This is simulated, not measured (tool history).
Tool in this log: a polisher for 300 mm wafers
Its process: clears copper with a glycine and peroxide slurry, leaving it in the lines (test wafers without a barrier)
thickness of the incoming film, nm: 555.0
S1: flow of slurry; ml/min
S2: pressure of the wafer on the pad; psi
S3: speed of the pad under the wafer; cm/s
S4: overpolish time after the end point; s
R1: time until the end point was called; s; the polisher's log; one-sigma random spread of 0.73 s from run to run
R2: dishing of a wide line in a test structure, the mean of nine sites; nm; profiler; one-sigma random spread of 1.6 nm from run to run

run 1 hour=0 | S1=185 S2=3.2 S3=92 S4=20 | R1=79.927 R2=65.337
run 2 hour=1.9 | S1=185 S2=3.2 S3=92 S4=22 | R1=80.375 R2=69.395
run 3 hour=2.5 | S1=185 S2=3.2 S3=92 S4=14 | R1=80.162 R2=53.266
run 4 hour=10.3 | S1=185 S2=3.2 S3=78 S4=14 | R1=89.813 R2=49.212
run 5 hour=11.3 | S1=185 S2=3.2 S3=100 S4=14 | R1=74.068 R2=53.985
run 6 hour=18.4 | S1=185 S2=3.2 S3=100 S4=17 | R1=74.775 R2=63.303
run 7 hour=23.9 | S1=180 S2=3.2 S3=100 S4=19 | R1=75.132 R2=66.471

Expected results for the next run?
run 8 hour=27.6 | S1=175 S2=3.2 S3=100 S4=21 | R1=? R2=?

R1: 75.313 s
R2: 71.502 nm
